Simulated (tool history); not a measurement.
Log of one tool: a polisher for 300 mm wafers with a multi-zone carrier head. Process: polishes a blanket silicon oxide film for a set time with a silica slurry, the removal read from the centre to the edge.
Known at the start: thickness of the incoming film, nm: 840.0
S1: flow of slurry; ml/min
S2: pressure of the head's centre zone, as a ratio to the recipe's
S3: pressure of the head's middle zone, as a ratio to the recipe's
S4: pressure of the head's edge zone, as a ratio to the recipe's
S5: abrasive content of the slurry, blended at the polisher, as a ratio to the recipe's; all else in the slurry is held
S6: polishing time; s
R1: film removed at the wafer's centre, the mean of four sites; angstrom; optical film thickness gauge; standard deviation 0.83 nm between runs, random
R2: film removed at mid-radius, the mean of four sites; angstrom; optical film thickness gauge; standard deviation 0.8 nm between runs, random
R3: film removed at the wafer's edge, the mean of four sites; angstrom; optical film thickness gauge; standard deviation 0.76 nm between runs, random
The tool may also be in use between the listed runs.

run    day   S1    S2    S3    S4    S5  S6       R1      R2      R3
  1  0.000  315  1.00  1.00  1.00  1.00  37  1459.00  1472.0  1454.6
  2  0.367  315  1.05  1.00  1.00  1.00  37  1528.60  1484.0  1482.3
  3  0.504  300  0.98  1.00  1.00  0.85  34  1192.40  1272.9  1244.0
  4  0.829  335  0.98  1.00  1.00  0.85  34  1204.10  1277.6  1265.5
  5  0.988  335  0.98  1.00  1.00  0.95  34  1267.20  1332.3  1324.8
  6  1.342  335  0.98  1.00  1.00  1.10  34  1353.90  1428.3  1397.3
  7  1.562  325  0.94  0.98  0.96  0.90  33  1147.10  1238.9  1242.6
  8  1.725  310  0.92  0.99  0.94  0.80  31  1018.90  1111.2  1091.3

What does the tool deliver on the next run?
     1.808  -- worn pad replaced by a new one
  9  1.808  305  0.89  0.99  0.93  0.70  30   ?   ?   ?

R1: 972.18 angstrom
R2: 1088.9 angstrom
R3: 1058.9 angstrom
